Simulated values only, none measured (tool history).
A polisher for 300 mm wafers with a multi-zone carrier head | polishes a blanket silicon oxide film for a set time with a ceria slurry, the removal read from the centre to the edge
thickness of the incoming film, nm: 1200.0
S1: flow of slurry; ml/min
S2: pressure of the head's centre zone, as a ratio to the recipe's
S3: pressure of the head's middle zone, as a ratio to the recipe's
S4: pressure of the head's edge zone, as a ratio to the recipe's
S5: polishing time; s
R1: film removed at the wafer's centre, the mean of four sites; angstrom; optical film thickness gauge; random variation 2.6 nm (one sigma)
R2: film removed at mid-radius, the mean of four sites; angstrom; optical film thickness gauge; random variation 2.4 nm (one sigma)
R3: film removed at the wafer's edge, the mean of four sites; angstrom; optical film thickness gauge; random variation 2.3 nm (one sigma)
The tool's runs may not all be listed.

run  hour   S1    S2    S3  S4  S5      R1      R2      R3
  1     0  150     1     1   1  42  1203.2  1235.3  1269.6
  2   8.5  120     1     1   1  42  1083.4  1137.2  1210.5
  3  14.1  145     1     1   1  42  1217.4  1186.1  1265.5
  4  21.4  160  1.01  1.04   1  43  1271.9  1317.3  1294.3
  5  25.7  160  1.05  1.04   1  43  1317.6  1317.3  1308.3
     34.5  -- slurry nozzle cleaned
  6  34.5  170  1.07  1.05   1  44  1565.4    1523  1465.3
  7  36.5  180  1.07  1.05   1  44  1570.4  1547.1  1462.6
  8  41.6  185  1.07  1.05   1  44  1633.3  1559.7  1489.3
  9    49  190  1.07  1.06   1  44  1601.9  1546.1  1502.5
 10  53.9  190  1.07  1.06   1  44  1614.6  1572.5  1521.2

Forecast run 11:
 11  59.2  195  1.08  1.07  0.99  44   ?   ?   ?

Run 11 gave R1 1606.6 angstrom, R2 1576.5 angstrom, R3 1469.3 angstrom.
